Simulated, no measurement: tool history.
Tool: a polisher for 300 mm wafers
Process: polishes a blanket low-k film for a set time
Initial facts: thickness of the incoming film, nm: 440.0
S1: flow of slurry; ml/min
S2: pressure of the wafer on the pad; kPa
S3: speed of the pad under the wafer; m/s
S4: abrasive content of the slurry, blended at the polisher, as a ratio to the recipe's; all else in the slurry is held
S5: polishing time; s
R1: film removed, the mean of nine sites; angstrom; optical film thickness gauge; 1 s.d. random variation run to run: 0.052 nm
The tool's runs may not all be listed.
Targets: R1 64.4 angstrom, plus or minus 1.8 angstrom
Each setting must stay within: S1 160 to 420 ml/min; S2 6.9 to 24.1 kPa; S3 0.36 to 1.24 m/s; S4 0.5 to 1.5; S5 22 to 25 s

| run | day | S1 | S2 | S3 | S4 | S5 | R1 |
|---|---|---|---|---|---|---|---|
| 1 | 0 | 270 | 15.2 | 0.8 | 1 | 25 | 83.632 |
| 2 | 0.042 | 270 | 15.2 | 0.8 | 1 | 25 | 83.705 |
| 3 | 0.25 | 270 | 15.2 | 0.92 | 1 | 25 | 92.743 |
| 4 | 0.404 | 270 | 15.2 | 1.08 | 1 | 25 | 104.92 |
| 5 | 0.75 | 270 | 12.4 | 1.08 | 1 | 25 | 87.634 |
| 6 | 1.033 | 270 | 11 | 1.08 | 1 | 25 | 77.793 |
| 7 | 1.371 | 270 | 10.3 | 1.08 | 1 | 25 | 73.794 |
| 8 | 1.608 | 270 | 9.7 | 1.08 | 1 | 25 | 68.063 |
| 9 | 1.858 | 270 | 9.7 | 1.08 | 1 | 25 | 67.958 |

Consider the 5 candidate settings below. Which is the only one whose results all fall within their allowed miss of target?
| A | 2.108 | 210 | 9 | 1 | 1 | 25 | ? |
| B | 2.108 | 260 | 9.7 | 1.1 | 1 | 25 | ? |
| C | 2.108 | 245 | 8.3 | 1.16 | 1.05 | 25 | ? |
| D | 2.108 | 340 | 10.3 | 1.02 | 1 | 24 | ? |
| E | 2.108 | 245 | 9.7 | 1.06 | 1.05 | 25 | ? |

| move | R1 |
|---|---|
| A | 59.246 |
| B | 70.431 |
| C | 64.451 |
| D | 69.736 |
| E | 69.425 |
A: moves the result that the last run missed by most past its target, out the other side
B: further off than the last run
C: every result within its allowed miss
D: further off than the last run
E: further off than the last run
Move C is the one to make.

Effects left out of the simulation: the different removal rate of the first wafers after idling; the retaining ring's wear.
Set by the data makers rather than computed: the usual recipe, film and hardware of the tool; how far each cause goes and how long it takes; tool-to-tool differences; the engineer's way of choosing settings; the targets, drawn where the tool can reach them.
